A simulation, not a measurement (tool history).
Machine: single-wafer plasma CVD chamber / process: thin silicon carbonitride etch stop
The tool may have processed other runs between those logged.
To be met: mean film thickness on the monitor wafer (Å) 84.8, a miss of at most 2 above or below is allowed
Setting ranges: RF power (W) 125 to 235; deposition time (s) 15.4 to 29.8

run,day,RF power (W),deposition time (s),mean film thickness on the monitor wafer (Å)
1,0,180,22.6,111.7
2,0.179,170,21.3,102.34
3,0.529,155,21.3,97.545
4,0.896,150,20.9,93.795
5,0.938,150,17.7,79.302
6,1.008,130,17.7,73.494
7,1.225,140,17.8,76.873
8,1.496,145,17.9,79.044
9,1.667,150,18,81.461
10,1.779,150,18,81.255
11,1.858,155,18,82.493

Next run, 5 choices. One meets every target within its allowed miss, the rest don't. Which?
A,1.938,125,19.3,?
B,1.938,145,18.1,?
C,1.938,145,17.8,?
D,1.938,150,18.9,?
E,1.938,140,18.3,?

move,mean film thickness on the monitor wafer (Å)
A,78.715
B,80.007
C,78.681
D,84.988
E,79.433
A: the biggest miss grows against the last run
B: the biggest miss grows against the last run
C: the biggest miss grows against the last run
D: all results in spec
E: the biggest miss grows against the last run
D meets every target.
